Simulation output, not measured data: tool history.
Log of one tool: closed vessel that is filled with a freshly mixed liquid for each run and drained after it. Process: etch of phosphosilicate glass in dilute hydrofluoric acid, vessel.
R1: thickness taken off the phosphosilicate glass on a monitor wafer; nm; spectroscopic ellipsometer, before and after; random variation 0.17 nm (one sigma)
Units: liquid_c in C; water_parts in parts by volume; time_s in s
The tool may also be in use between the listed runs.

run 1 hour=0 | liquid_c=21 water_parts=280 time_s=30 | R1=12.012
run 2 hour=5.4 | liquid_c=23.5 water_parts=255 time_s=30 | R1=14.79
run 3 hour=10.7 | liquid_c=23.5 water_parts=255 time_s=30 | R1=14.647
run 4 hour=18.1 | liquid_c=23.5 water_parts=255 time_s=30 | R1=14.535
run 5 hour=20.3 | liquid_c=23.5 water_parts=255 time_s=30 | R1=14.616
run 6 hour=25.7 | liquid_c=25 water_parts=240 time_s=30 | R1=16.943
run 7 hour=34.2 | liquid_c=26.5 water_parts=235 time_s=30 | R1=18.222

Forecast run 8:
run 8 hour=38.6 | liquid_c=27.5 water_parts=230 time_s=30 | R1=?

Run 8 gave R1 19.32 nm.
